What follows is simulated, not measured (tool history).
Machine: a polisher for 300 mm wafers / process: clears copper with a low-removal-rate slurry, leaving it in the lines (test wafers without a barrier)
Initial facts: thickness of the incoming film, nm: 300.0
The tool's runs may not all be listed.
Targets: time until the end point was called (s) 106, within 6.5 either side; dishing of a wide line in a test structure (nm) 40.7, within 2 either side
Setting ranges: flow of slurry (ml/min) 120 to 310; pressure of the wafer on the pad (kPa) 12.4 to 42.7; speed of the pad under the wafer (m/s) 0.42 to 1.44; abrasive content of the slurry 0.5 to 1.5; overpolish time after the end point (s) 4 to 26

run	hour	flow of slurry (ml/min)	pressure of the wafer on the pad (kPa)	speed of the pad under the wafer (m/s)	abrasive content of the slurry	overpolish time after the end point (s)	time until the end point was called (s)	dishing of a wide line in a test structure (nm)
1	0	200	27.6	0.92	1	13	79.145	34.313
2	8.8	200	33.8	0.92	1	13	67.512	41.258
3	9.6	200	33.8	1.06	1	13	58.335	43.988
4	14	230	33.8	1.06	1	13	56.84	45.314
5	16.9	230	29	1	1	15	69.751	43.672
6	25.4	230	29	1.18	1	15	57.8	49.321
7	26.4	230	24.1	1.14	1	17	76.981	44.851
8	31.4	225	22.1	1.14	1	18	80.759	43.776
# hour 36.8: slurry nozzle cleaned
9	36.8	220	20.7	1.12	1	19	81.086	45.661
10	42.2	225	18.6	1.1	1	20	90.625	43.7
11	46.3	225	17.2	1.1	1	20	97.898	40.614

Exactly one of the 4 candidate moves below puts every result within its allowed miss. Which one?
A	50.4	210	14.5	1.12	0.6	22	?	?
B	50.4	135	22.1	0.82	1.2	21	?	?
C	50.4	220	13.8	1.08	1.15	23	?	?
D	50.4	205	17.9	1.16	0.95	16	?	?

move	time until the end point was called (s)	dishing of a wide line in a test structure (nm)
A	122.53	36.894
B	107.34	40.383
C	122.08	38.08
D	92.366	36.416
A: pushes the last run's worst result past its target
B: every result lands within tolerance
C: pushes the last run's worst result past its target
D: the biggest miss grows against the last run
B meets every target.
